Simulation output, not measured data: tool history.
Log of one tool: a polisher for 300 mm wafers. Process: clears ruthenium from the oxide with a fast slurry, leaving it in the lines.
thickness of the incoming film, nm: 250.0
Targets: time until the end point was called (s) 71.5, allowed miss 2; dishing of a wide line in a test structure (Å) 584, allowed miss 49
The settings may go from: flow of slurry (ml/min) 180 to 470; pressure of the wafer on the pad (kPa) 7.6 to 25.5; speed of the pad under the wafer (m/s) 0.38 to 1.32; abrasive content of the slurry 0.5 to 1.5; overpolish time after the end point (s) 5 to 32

| run | hour | flow of slurry (ml/min) | pressure of the wafer on the pad (kPa) | speed of the pad under the wafer (m/s) | abrasive content of the slurry | overpolish time after the end point (s) | time until the end point was called (s) | dishing of a wide line in a test structure (Å) |
|---|---|---|---|---|---|---|---|---|
| 1 | 0 | 300 | 16.5 | 0.84 | 1 | 16 | 86.072 | 352.22 |
| 2 | 7.5 | 300 | 17.2 | 0.84 | 1 | 18 | 83.704 | 406.99 |
| 3 | 12.6 | 300 | 19.3 | 0.84 | 1 | 18 | 76.093 | 439.49 |
| 4 | 14.9 | 255 | 19.3 | 0.84 | 1 | 18 | 77.634 | 414.37 |
| 5 | 17.5 | 255 | 19.3 | 0.84 | 0.9 | 18 | 79.95 | 429.09 |
| 6 | 19.5 | 255 | 22.1 | 0.84 | 0.9 | 18 | 71.836 | 439.55 |
| 7 | 27.1 | 260 | 22.1 | 0.84 | 0.9 | 20 | 72.301 | 485.08 |
| 8 | 31.6 | 260 | 22.1 | 0.84 | 0.9 | 21 | 71.494 | 508.38 |
| 9 | 33.9 | 260 | 22.1 | 0.84 | 0.9 | 22 | 72.269 | 520.41 |

Which of these 5 next moves meets every target?
| A | 36.2 | 255 | 25.5 | 0.76 | 0.75 | 18 | ? | ? |
| B | 36.2 | 255 | 23.4 | 0.8 | 0.85 | 17 | ? | ? |
| C | 36.2 | 185 | 21.4 | 0.84 | 0.95 | 20 | ? | ? |
| D | 36.2 | 215 | 23.4 | 0.76 | 0.95 | 18 | ? | ? |
| E | 36.2 | 245 | 22.8 | 0.84 | 0.85 | 25 | ? | ? |

| move | time until the end point was called (s) | dishing of a wide line in a test structure (Å) |
|---|---|---|
| A | 71.803 | 436.11 |
| B | 70.696 | 422.87 |
| C | 74.123 | 460.05 |
| D | 71.547 | 437.25 |
| E | 70.45 | 554.44 |
A: further off than the last run
B: further off than the last run
C: further off than the last run
D: further off than the last run
E: meets every target
Move E is the one to make.

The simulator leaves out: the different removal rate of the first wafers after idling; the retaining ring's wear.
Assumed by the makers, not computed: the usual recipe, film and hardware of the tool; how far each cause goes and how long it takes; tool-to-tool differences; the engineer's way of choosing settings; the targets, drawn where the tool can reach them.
